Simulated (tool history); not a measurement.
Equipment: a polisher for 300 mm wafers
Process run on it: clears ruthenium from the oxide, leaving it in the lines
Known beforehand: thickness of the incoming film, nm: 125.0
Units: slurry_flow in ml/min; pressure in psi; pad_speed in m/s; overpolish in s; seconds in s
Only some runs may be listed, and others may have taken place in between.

run 1 day=0.000 | slurry_flow=275 pressure=2.1 pad_speed=0.92 overpolish=27 | seconds=151.22
run 2 day=0.275 | slurry_flow=275 pressure=2.2 pad_speed=0.92 overpolish=27 | seconds=143.88
run 3 day=0.579 | slurry_flow=275 pressure=2.2 pad_speed=0.78 overpolish=27 | seconds=168.70
run 4 day=0.900 | slurry_flow=275 pressure=2.5 pad_speed=0.78 overpolish=27 | seconds=154.92
run 5 day=0.979 | slurry_flow=340 pressure=2.5 pad_speed=0.78 overpolish=27 | seconds=149.31
run 6 day=1.204 | slurry_flow=340 pressure=2.5 pad_speed=0.78 overpolish=27 | seconds=156.02
run 7 day=1.242 | slurry_flow=340 pressure=2.7 pad_speed=0.80 overpolish=27 | seconds=140.14
run 8 day=1.575 | slurry_flow=340 pressure=2.8 pad_speed=0.82 overpolish=27 | seconds=133.66
run 9 day=1.912 | slurry_flow=340 pressure=2.9 pad_speed=0.82 overpolish=27 | seconds=131.90

Run 10 is up next; what results do you expect?
run 10 day=2.162 | slurry_flow=340 pressure=2.9 pad_speed=0.82 overpolish=27 | seconds=?

seconds: 128.06 s
